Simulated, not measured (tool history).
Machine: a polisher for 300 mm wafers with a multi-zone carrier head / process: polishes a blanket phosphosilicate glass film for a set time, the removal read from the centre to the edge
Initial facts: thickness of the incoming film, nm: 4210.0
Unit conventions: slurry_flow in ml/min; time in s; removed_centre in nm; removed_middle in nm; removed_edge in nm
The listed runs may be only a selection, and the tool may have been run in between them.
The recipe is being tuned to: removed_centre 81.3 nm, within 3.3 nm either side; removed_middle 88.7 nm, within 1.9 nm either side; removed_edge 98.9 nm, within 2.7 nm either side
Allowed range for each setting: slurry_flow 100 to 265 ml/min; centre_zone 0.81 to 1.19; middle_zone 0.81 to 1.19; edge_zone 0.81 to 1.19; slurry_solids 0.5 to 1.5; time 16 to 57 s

Run 1, hour 0: slurry_flow 170 ml/min, centre_zone 1, middle_zone 1, edge_zone 1, slurry_solids 1, time 36 s. Result: removed_centre 215.3 nm, removed_middle 226.68 nm, removed_edge 221.84 nm.
Run 2, hour 8.9: slurry_flow 155 ml/min, centre_zone 0.95, middle_zone 0.95, edge_zone 0.98, slurry_solids 0.85, time 31 s. Result: removed_centre 161.57 nm, removed_middle 173.94 nm, removed_edge 178.22 nm.
Run 3, hour 11.3: slurry_flow 145 ml/min, centre_zone 0.93, middle_zone 0.92, edge_zone 0.95, slurry_solids 0.75, time 27 s. Result: removed_centre 133.23 nm, removed_middle 138.73 nm, removed_edge 142.01 nm.
Run 4, hour 14.7: slurry_flow 170 ml/min, centre_zone 0.93, middle_zone 0.92, edge_zone 0.95, slurry_solids 0.75, time 27 s. Result: removed_centre 137.83 nm, removed_middle 141.42 nm, removed_edge 145.52 nm.
Run 5, hour 20.3: slurry_flow 155 ml/min, centre_zone 0.9, middle_zone 0.9, edge_zone 0.95, slurry_solids 0.7, time 25 s. Result: removed_centre 117.26 nm, removed_middle 124.03 nm, removed_edge 128.72 nm.
Run 6, hour 27.1: slurry_flow 155 ml/min, centre_zone 0.9, middle_zone 0.9, edge_zone 0.95, slurry_solids 0.85, time 25 s. Result: removed_centre 129.18 nm, removed_middle 133.74 nm, removed_edge 140.65 nm.
Run 7, hour 31.3: slurry_flow 145 ml/min, centre_zone 0.87, middle_zone 0.88, edge_zone 0.95, slurry_solids 0.75, time 24 s. Result: removed_centre 107.58 nm, removed_middle 120.4 nm, removed_edge 126.91 nm.
Run 8, hour 34.7: slurry_flow 145 ml/min, centre_zone 0.87, middle_zone 0.86, edge_zone 0.96, slurry_solids 0.7, time 23 s. Result: removed_centre 100.98 nm, removed_middle 108.03 nm, removed_edge 118.25 nm.
Run 9, hour 42.1: slurry_flow 140 ml/min, centre_zone 0.86, middle_zone 0.85, edge_zone 0.95, slurry_solids 0.65, time 23 s. Result: removed_centre 98.101 nm, removed_middle 103.54 nm, removed_edge 113.16 nm.
Run 10, hour 49.1: slurry_flow 130 ml/min, centre_zone 0.85, middle_zone 0.84, edge_zone 0.95, slurry_solids 0.6, time 23 s. Result: removed_centre 93.65 nm, removed_middle 98.311 nm, removed_edge 108.56 nm.
Run 11, hour 57.3: slurry_flow 125 ml/min, centre_zone 0.84, middle_zone 0.84, edge_zone 0.95, slurry_solids 0.55, time 23 s. Result: removed_centre 86.649 nm, removed_middle 93.219 nm, removed_edge 104.29 nm.
Run 12, hour 65.4: slurry_flow 120 ml/min, centre_zone 0.83, middle_zone 0.84, edge_zone 0.94, slurry_solids 0.55, time 23 s. Result: removed_centre 85.379 nm, removed_middle 92.182 nm, removed_edge 102.73 nm.
Run 13, hour 71.8: slurry_flow 115 ml/min, centre_zone 0.83, middle_zone 0.84, edge_zone 0.93, slurry_solids 0.55, time 23 s. Result: removed_centre 83.312 nm, removed_middle 92.765 nm, removed_edge 101.46 nm.

Exercise: of the 4 proposed moves below, exactly one satisfies all targets within the stated allowed misses. Which move is it?
Run A, hour 78.2: slurry_flow 130 ml/min, centre_zone 0.87, middle_zone 0.91, edge_zone 0.89, slurry_solids 0.7, time 20 s. Result: removed_centre ?, removed_middle ?, removed_edge ?.
Run B, hour 78.2: slurry_flow 105 ml/min, centre_zone 0.82, middle_zone 0.83, edge_zone 0.93, slurry_solids 0.5, time 24 s. Result: removed_centre ?, removed_middle ?, removed_edge ?.
Run C, hour 78.2: slurry_flow 100 ml/min, centre_zone 0.81, middle_zone 0.86, edge_zone 0.96, slurry_solids 0.5, time 25 s. Result: removed_centre ?, removed_middle ?, removed_edge ?.
Run D, hour 78.2: slurry_flow 130 ml/min, centre_zone 0.85, middle_zone 0.95, edge_zone 0.92, slurry_solids 0.65, time 20 s. Result: removed_centre ?, removed_middle ?, removed_edge ?.

move  removed_centre  removed_middle  removed_edge
   A          87.467          96.452        99.098
   B          81.888          89.199        101.09
   C          83.618          94.448        106.19
   D          82.986          96.225        97.221
A: its largest miss is bigger than the last run's
B: every result within its allowed miss
C: its largest miss is bigger than the last run's
D: its largest miss is bigger than the last run's
The right move is B.
